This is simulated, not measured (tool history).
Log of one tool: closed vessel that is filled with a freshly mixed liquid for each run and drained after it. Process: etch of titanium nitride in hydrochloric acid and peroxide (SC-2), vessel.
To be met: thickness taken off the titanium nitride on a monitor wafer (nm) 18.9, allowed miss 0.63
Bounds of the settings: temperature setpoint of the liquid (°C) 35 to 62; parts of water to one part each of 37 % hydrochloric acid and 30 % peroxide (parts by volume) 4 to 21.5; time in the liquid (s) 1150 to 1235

run	hour	temperature setpoint of the liquid (°C)	parts of water to one part each of 37 % hydrochloric acid and 30 % peroxide (parts by volume)	time in the liquid (s)	thickness taken off the titanium nitride on a monitor wafer (nm)
1	0	46	12	1150	14.868
2	5.6	46.5	12	1150	15.374
3	7.1	53.5	12	1150	24.789
4	12.5	53	12	1150	23.598
5	19.3	53	12	1235	25.609
6	25.3	53	12	1235	25.568
7	31.3	52.5	12	1235	25.123
8	37.7	52	12	1235	24.196
9	41.7	51.5	12	1235	23.035
10	44.4	51	12	1235	22.692
11	47.9	51	12	1235	22.953
12	51.7	50.5	12	1235	21.486
13	57.2	50	12	1235	21.432
14	59	49.5	12	1235	19.996
# hour 66.3: thermometer replaced
15	66.3	49	12	1235	16.631
16	71.2	50	12	1235	18.145

Which of these 4 next moves meets every target?
A	76.1	54	16	1155	?
B	76.1	48.5	10	1235	?
C	76.1	54	13	1150	?
D	76.1	45	8	1200	?

move	thickness taken off the titanium nitride on a monitor wafer (nm)
A	16.85
B	18.781
C	20.133
D	17.258
A: further off than the last run
B: meets every target
C: takes the result that was furthest off past its target
D: further off than the last run
The right move is B.
